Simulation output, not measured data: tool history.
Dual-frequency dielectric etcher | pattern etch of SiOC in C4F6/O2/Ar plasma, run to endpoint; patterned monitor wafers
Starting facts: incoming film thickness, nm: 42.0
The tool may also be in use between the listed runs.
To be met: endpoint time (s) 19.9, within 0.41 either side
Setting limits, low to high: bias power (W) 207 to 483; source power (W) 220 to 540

{"run": 1, "hour": 0.0, "bias power (W)": 345, "source power (W)": 380, "endpoint time (s)": 15.785}
{"run": 2, "hour": 2.3, "bias power (W)": 322, "source power (W)": 360, "endpoint time (s)": 16.376}
{"run": 3, "hour": 8.1, "bias power (W)": 303, "source power (W)": 340, "endpoint time (s)": 17.17}
{"run": 4, "hour": 9.0, "bias power (W)": 303, "source power (W)": 390, "endpoint time (s)": 16.105}
{"run": 5, "hour": 11.6, "bias power (W)": 288, "source power (W)": 370, "endpoint time (s)": 16.602}
{"run": 6, "hour": 17.4, "bias power (W)": 310, "source power (W)": 370, "endpoint time (s)": 16.313}
{"run": 7, "hour": 18.9, "bias power (W)": 295, "source power (W)": 350, "endpoint time (s)": 16.988}
{"run": 8, "hour": 23.7, "bias power (W)": 282, "source power (W)": 330, "endpoint time (s)": 17.956}
{"run": 9, "hour": 25.5, "bias power (W)": 271, "source power (W)": 330, "endpoint time (s)": 17.82}
{"run": 10, "hour": 29.5, "bias power (W)": 262, "source power (W)": 320, "endpoint time (s)": 18.336}
{"run": 11, "hour": 34.8, "bias power (W)": 254, "source power (W)": 310, "endpoint time (s)": 18.641}
{"run": 12, "hour": 43.7, "bias power (W)": 207, "source power (W)": 280, "endpoint time (s)": 20.816}
{"run": 13, "hour": 50.3, "bias power (W)": 212, "source power (W)": 280, "endpoint time (s)": 20.485}
{"run": 14, "hour": 59.1, "bias power (W)": 216, "source power (W)": 280, "endpoint time (s)": 20.529}

Exercise: of the 5 proposed moves below, exactly one satisfies all targets within the stated allowed misses. Which move is it?
{"run": "A", "hour": 67.9, "bias power (W)": 207, "source power (W)": 280, "endpoint time (s)": "?"}
{"run": "B", "hour": 67.9, "bias power (W)": 207, "source power (W)": 270, "endpoint time (s)": "?"}
{"run": "C", "hour": 67.9, "bias power (W)": 237, "source power (W)": 260, "endpoint time (s)": "?"}
{"run": "D", "hour": 67.9, "bias power (W)": 207, "source power (W)": 310, "endpoint time (s)": "?"}
{"run": "E", "hour": 67.9, "bias power (W)": 207, "source power (W)": 250, "endpoint time (s)": "?"}

move=A endpoint_time_(s)=20.723
move=B endpoint_time_(s)=21.098
move=C endpoint_time_(s)=20.735
move=D endpoint_time_(s)=19.725
move=E endpoint_time_(s)=21.928
A: misses by more than the last run did
B: misses by more than the last run did
C: misses by more than the last run did
D: each result inside its tolerance
E: misses by more than the last run did
Move D is the one to make.
